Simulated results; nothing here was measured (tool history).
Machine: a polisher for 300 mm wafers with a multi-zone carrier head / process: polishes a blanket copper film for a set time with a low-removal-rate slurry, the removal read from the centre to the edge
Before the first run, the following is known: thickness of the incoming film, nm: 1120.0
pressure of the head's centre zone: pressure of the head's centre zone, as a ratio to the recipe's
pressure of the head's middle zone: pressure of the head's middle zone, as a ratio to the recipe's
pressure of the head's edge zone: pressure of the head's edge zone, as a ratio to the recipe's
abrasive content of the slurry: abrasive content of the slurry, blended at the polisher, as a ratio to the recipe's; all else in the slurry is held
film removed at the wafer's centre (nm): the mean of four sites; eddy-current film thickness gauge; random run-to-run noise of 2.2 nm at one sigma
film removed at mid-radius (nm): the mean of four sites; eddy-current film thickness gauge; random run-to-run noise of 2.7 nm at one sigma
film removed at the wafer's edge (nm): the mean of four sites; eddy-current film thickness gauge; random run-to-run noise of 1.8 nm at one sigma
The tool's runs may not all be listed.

| run | hour | flow of slurry (ml/min) | pressure of the head's centre zone | pressure of the head's middle zone | pressure of the head's edge zone | abrasive content of the slurry | polishing time (s) | film removed at the wafer's centre (nm) | film removed at mid-radius (nm) | film removed at the wafer's edge (nm) |
|---|---|---|---|---|---|---|---|---|---|---|
| 1 | 0.0 | 155 | 1.00 | 1.00 | 1.00 | 1.00 | 35 | 127.83 | 129.42 | 122.52 |
| 2 | 6.1 | 155 | 1.00 | 1.00 | 1.00 | 0.90 | 35 | 121.41 | 123.98 | 121.32 |
| 3 | 8.7 | 155 | 1.00 | 1.00 | 0.92 | 0.90 | 35 | 120.09 | 122.64 | 116.67 |
| 4 | 13.5 | 155 | 0.99 | 0.98 | 0.94 | 0.95 | 37 | 128.38 | 128.48 | 126.27 |
| 5 | 21.0 | 155 | 0.98 | 0.97 | 0.96 | 1.00 | 38 | 133.45 | 132.50 | 133.18 |
| 6 | 28.8 | 155 | 1.06 | 0.97 | 0.96 | 1.00 | 38 | 143.75 | 132.68 | 133.22 |
| 7 | 33.6 | 155 | 1.05 | 0.97 | 0.98 | 1.05 | 39 | 151.95 | 141.23 | 137.02 |
| 8 | 36.3 | 155 | 1.03 | 0.96 | 0.99 | 1.10 | 40 | 149.38 | 142.10 | 144.28 |
| 9 | 37.9 | 160 | 1.03 | 0.96 | 1.00 | 1.15 | 41 | 159.05 | 147.89 | 150.51 |
| 10 | 42.1 | 160 | 1.02 | 0.96 | 1.01 | 1.20 | 42 | 163.33 | 154.01 | 156.96 |
| 11 | 44.2 | 160 | 1.01 | 0.96 | 1.02 | 1.25 | 43 | 166.19 | 157.89 | 163.43 |

Run 12 comes next. What will it give?
|  | 48.1 | worn pad replaced by a new one |
| 12 | 48.1 | 165 | 1.01 | 0.96 | 1.03 | 1.30 | 44 | ? | ? | ? |

{"run 12": {"film removed at the wafer's centre (nm)": 190.55, "film removed at mid-radius (nm)": 179.06, "film removed at the wafer's edge (nm)": 189.67}}

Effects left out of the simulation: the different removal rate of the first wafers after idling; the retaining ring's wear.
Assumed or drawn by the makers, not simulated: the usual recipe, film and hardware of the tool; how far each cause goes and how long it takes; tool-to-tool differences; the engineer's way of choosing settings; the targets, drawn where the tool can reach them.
